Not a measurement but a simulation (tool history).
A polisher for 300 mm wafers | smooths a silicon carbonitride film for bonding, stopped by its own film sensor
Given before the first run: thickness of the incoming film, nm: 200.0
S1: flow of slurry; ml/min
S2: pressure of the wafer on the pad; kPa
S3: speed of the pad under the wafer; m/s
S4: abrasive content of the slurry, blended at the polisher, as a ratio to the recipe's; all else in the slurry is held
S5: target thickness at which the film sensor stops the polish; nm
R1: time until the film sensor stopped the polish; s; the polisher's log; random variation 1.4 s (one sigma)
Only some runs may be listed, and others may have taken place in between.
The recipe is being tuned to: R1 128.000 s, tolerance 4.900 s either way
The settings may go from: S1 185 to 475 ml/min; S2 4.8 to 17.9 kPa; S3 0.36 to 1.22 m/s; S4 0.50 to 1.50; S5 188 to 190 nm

run  hour   S1    S2    S3    S4   S5       R1
  1   0.0  305  11.0  0.78  1.00  188   85.510
  2   4.6  305   9.7  0.78  1.00  188   94.868
  3  13.5  305   9.7  0.66  1.00  188  105.000
  4  18.7  305   9.0  0.66  1.00  188  114.270
  5  25.9  305   9.0  0.66  1.00  190   95.001
  6  34.8  305   9.0  0.52  1.00  190  108.020
  7  40.1  305   9.0  0.52  1.00  190  104.620
  8  44.9  305   6.2  0.50  1.00  190  157.880
  9  49.6  305   6.9  0.50  1.00  190  141.410

Below are 4 possible settings for the next run. Only one of them brings all results inside the allowed miss of their targets. Which is it?
  A  54.3  375  6.9  0.50  1.00  190   ?
  B  54.3  325  6.9  0.74  1.15  188   ?
  C  54.3  305  7.6  0.46  1.05  189   ?
  D  54.3  290  6.9  0.54  1.30  189   ?

move       R1
   A  138.500
   B  129.950
   C  144.260
   D  135.380
A: nearer the targets than the last run, but a result is still out of spec
B: in spec on every target
C: the biggest miss grows against the last run
D: nearer the targets than the last run, but a result is still out of spec
Move B is the one to make.

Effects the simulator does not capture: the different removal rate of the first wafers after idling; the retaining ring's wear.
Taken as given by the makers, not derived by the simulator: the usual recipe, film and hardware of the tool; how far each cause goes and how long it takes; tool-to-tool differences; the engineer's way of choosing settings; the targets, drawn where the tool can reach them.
